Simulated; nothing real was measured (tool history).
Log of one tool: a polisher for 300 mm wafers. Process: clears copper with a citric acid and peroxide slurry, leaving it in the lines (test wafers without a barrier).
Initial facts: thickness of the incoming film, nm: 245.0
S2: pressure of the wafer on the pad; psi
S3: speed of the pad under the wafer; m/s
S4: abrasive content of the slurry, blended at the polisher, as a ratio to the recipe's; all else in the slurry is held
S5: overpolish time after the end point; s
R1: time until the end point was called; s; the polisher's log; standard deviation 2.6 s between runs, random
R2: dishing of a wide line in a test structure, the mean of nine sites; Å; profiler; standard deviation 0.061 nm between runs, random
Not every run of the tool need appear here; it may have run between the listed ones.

{"run": 1, "hour": 0.0, "flow of slurry (ml/min)": 130, "S2": 4.0, "S3": 0.86, "S4": 1.0, "S5": 9, "R1": 103.72, "R2": 94.989}
{"run": 2, "hour": 7.1, "flow of slurry (ml/min)": 130, "S2": 4.0, "S3": 0.86, "S4": 1.0, "S5": 6, "R1": 103.99, "R2": 79.173}
{"run": 3, "hour": 12.2, "flow of slurry (ml/min)": 130, "S2": 3.1, "S3": 0.86, "S4": 1.0, "S5": 6, "R1": 122.16, "R2": 70.16}
{"run": 4, "hour": 13.4, "flow of slurry (ml/min)": 120, "S2": 3.1, "S3": 0.86, "S4": 1.0, "S5": 6, "R1": 123.34, "R2": 66.108}
{"run": 5, "hour": 16.5, "flow of slurry (ml/min)": 120, "S2": 3.1, "S3": 0.86, "S4": 1.0, "S5": 3, "R1": 122.05, "R2": 41.506}
{"run": 6, "hour": 20.7, "flow of slurry (ml/min)": 110, "S2": 2.7, "S3": 0.76, "S4": 1.0, "S5": 3, "R1": 153.99, "R2": 33.823}
{"run": 7, "hour": 21.4, "flow of slurry (ml/min)": 100, "S2": 2.4, "S3": 0.72, "S4": 1.0, "S5": 4, "R1": 174.99, "R2": 38.534}
{"run": 8, "hour": 25.9, "flow of slurry (ml/min)": 100, "S2": 2.2, "S3": 0.68, "S4": 1.0, "S5": 4, "R1": 197.89, "R2": 35.915}

Estimate the outcome of run 9 from the log above:
{"run": 9, "hour": 30.2, "flow of slurry (ml/min)": 95, "S2": 1.8, "S3": 0.62, "S4": 1.05, "S5": 3, "R1": "?", "R2": "?"}

R1: 232.25 s
R2: 22.551 Å

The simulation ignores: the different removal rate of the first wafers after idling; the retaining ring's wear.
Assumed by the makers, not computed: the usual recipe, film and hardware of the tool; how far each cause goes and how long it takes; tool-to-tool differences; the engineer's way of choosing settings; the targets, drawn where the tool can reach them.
